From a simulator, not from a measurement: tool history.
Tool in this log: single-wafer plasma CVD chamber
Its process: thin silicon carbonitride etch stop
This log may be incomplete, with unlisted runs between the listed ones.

run	hour	RF power (kW)	deposition time (s)	mean film thickness on the monitor wafer (nm)
1	0.0	0.260	27.3	17.945
2	1.8	0.230	27.3	17.236
3	5.0	0.215	27.3	16.847
4	6.8	0.205	26.8	16.351
5	11.3	0.205	30.7	18.712
6	14.9	0.205	27.8	17.008
7	22.9	0.200	27.1	16.341
8	29.3	0.195	26.7	15.977
9	36.6	0.190	26.4	15.720

Predict the results of run 10:
10	38.8	0.185	26.2	?

mean film thickness on the monitor wafer (nm): 15.356
